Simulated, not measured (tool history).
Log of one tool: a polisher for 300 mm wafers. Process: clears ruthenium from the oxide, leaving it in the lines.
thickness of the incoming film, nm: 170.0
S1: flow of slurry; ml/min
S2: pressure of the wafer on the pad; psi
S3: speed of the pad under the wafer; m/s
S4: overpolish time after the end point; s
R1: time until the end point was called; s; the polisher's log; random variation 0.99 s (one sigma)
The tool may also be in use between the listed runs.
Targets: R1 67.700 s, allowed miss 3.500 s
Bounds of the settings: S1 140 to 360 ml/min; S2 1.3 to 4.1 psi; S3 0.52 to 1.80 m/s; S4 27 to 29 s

Run 1, hour 0.0: S1 230 ml/min, S2 2.7 psi, S3 1.16 m/s, S4 27 s. Result: R1 87.073 s.
Run 2, hour 8.1: S1 230 ml/min, S2 2.7 psi, S3 1.16 m/s, S4 29 s. Result: R1 88.445 s.
Run 3, hour 15.5: S1 230 ml/min, S2 2.7 psi, S3 0.98 m/s, S4 29 s. Result: R1 107.530 s.
Run 4, hour 24.4: S1 230 ml/min, S2 2.7 psi, S3 0.74 m/s, S4 29 s. Result: R1 133.170 s.
Run 5, hour 26.4: S1 230 ml/min, S2 3.1 psi, S3 0.80 m/s, S4 29 s. Result: R1 110.410 s.
Run 6, hour 29.3: S1 230 ml/min, S2 3.5 psi, S3 0.80 m/s, S4 29 s. Result: R1 97.078 s.
Run 7, hour 37.2: S1 230 ml/min, S2 3.7 psi, S3 0.86 m/s, S4 29 s. Result: R1 86.114 s.
Run 8, hour 38.8: S1 230 ml/min, S2 3.8 psi, S3 0.90 m/s, S4 29 s. Result: R1 79.881 s.
Run 9, hour 46.0: S1 230 ml/min, S2 3.9 psi, S3 0.92 m/s, S4 29 s. Result: R1 75.733 s.
Run 10, hour 51.0: S1 230 ml/min, S2 4.0 psi, S3 0.94 m/s, S4 29 s. Result: R1 71.950 s.

Which of these 5 next moves meets every target?
Run A, hour 56.0: S1 360 ml/min, S2 3.5 psi, S3 0.96 m/s, S4 29 s. Result: R1 ?.
Run B, hour 56.0: S1 240 ml/min, S2 4.1 psi, S3 0.98 m/s, S4 29 s. Result: R1 ?.
Run C, hour 56.0: S1 295 ml/min, S2 3.8 psi, S3 0.90 m/s, S4 28 s. Result: R1 ?.
Run D, hour 56.0: S1 340 ml/min, S2 4.1 psi, S3 0.86 m/s, S4 29 s. Result: R1 ?.
Run E, hour 56.0: S1 255 ml/min, S2 3.6 psi, S3 0.98 m/s, S4 28 s. Result: R1 ?.

move      R1
   A  79.131
   B  69.207
   C  78.794
   D  75.263
   E  78.043
A: further off than the last run
B: meets every target
C: further off than the last run
D: further off than the last run
E: further off than the last run
Answer: B
